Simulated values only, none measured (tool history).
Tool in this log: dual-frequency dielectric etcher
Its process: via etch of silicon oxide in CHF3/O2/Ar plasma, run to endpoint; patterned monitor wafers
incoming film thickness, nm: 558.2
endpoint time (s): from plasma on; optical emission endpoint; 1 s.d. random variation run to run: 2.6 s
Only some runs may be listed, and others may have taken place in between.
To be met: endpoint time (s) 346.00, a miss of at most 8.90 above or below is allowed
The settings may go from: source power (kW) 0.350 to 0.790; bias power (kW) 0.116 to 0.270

run 1 hour=0.0 | source_power_(kW)=0.570 bias_power_(kW)=0.193 | endpoint_time_(s)=311.09
run 2 hour=0.8 | source_power_(kW)=0.500 bias_power_(kW)=0.193 | endpoint_time_(s)=320.88
run 3 hour=6.9 | source_power_(kW)=0.470 bias_power_(kW)=0.187 | endpoint_time_(s)=325.94
run 4 hour=10.7 | source_power_(kW)=0.520 bias_power_(kW)=0.187 | endpoint_time_(s)=319.85
run 5 hour=13.4 | source_power_(kW)=0.490 bias_power_(kW)=0.179 | endpoint_time_(s)=325.25
run 6 hour=21.4 | source_power_(kW)=0.490 bias_power_(kW)=0.200 | endpoint_time_(s)=323.21
run 7 hour=28.2 | source_power_(kW)=0.450 bias_power_(kW)=0.196 | endpoint_time_(s)=330.98
run 8 hour=28.9 | source_power_(kW)=0.430 bias_power_(kW)=0.193 | endpoint_time_(s)=334.48
run 9 hour=29.8 | source_power_(kW)=0.410 bias_power_(kW)=0.191 | endpoint_time_(s)=332.94

Which one of the following 4 next-run settings gets every result inside its allowed miss? There is exactly one.
run A hour=30.7 | source_power_(kW)=0.370 bias_power_(kW)=0.120 | endpoint_time_(s)=?
run B hour=30.7 | source_power_(kW)=0.420 bias_power_(kW)=0.214 | endpoint_time_(s)=?
run C hour=30.7 | source_power_(kW)=0.560 bias_power_(kW)=0.203 | endpoint_time_(s)=?
run D hour=30.7 | source_power_(kW)=0.380 bias_power_(kW)=0.168 | endpoint_time_(s)=?

move=A endpoint_time_(s)=372.78
move=B endpoint_time_(s)=327.02
move=C endpoint_time_(s)=309.04
move=D endpoint_time_(s)=350.43
A: carries the result that was furthest off beyond its target, to the other side
B: misses by more than the last run did
C: misses by more than the last run did
D: in spec on every target
So the answer is move D, the one that meets all the targets.

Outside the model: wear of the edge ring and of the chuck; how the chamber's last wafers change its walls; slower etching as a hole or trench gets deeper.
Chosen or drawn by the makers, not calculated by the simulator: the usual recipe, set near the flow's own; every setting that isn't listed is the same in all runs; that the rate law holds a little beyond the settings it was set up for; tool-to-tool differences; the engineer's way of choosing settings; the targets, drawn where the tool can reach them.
